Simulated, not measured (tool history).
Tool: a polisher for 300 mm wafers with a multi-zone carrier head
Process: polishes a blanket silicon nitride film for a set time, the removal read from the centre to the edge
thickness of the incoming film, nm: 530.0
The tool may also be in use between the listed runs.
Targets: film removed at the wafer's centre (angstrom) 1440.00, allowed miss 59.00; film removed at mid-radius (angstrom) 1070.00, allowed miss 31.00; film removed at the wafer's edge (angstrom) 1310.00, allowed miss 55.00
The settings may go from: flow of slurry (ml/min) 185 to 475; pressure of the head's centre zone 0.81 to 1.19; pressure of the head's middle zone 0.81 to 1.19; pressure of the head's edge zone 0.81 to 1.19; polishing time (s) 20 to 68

run	hour	flow of slurry (ml/min)	pressure of the head's centre zone	pressure of the head's middle zone	pressure of the head's edge zone	polishing time (s)	film removed at the wafer's centre (angstrom)	film removed at mid-radius (angstrom)	film removed at the wafer's edge (angstrom)
1	0.0	305	1.00	1.00	1.00	44	854.96	851.36	876.96
2	8.9	275	1.00	1.00	1.00	44	871.97	857.54	859.06
3	12.9	295	1.06	0.96	1.04	49	1037.40	915.52	994.99
4	18.4	305	1.10	0.95	1.08	52	1153.00	958.93	1058.30
5	22.6	310	1.11	0.93	1.10	55	1199.80	1014.20	1127.50
6	26.4	305	1.13	0.89	1.12	57	1272.60	982.30	1179.10
7	31.7	305	1.14	0.89	1.14	58	1301.60	1015.40	1207.80
8	37.1	310	1.15	0.88	1.15	59	1344.20	1023.10	1225.60
9	41.7	310	1.15	0.87	1.16	60	1356.10	1043.30	1218.40
10	45.7	275	1.15	0.87	1.15	61	1402.40	1048.60	1294.00
11	54.5	270	1.16	0.88	1.15	61	1376.50	1047.10	1252.60

Which of these 4 next moves meets every target?
A	63.3	250	1.07	0.89	1.18	61	?	?	?
B	63.3	205	1.08	0.90	1.19	65	?	?	?
C	63.3	275	1.17	0.85	1.15	63	?	?	?
D	63.3	265	1.16	0.98	1.13	59	?	?	?

move	film removed at the wafer's centre (angstrom)	film removed at mid-radius (angstrom)	film removed at the wafer's edge (angstrom)
A	1252.20	1053.60	1292.00
B	1324.60	1116.10	1366.10
C	1425.40	1054.30	1327.30
D	1320.80	1108.60	1229.20
A: further off than the last run
B: further off than the last run
C: meets every target
D: further off than the last run
Move C is the one to make.
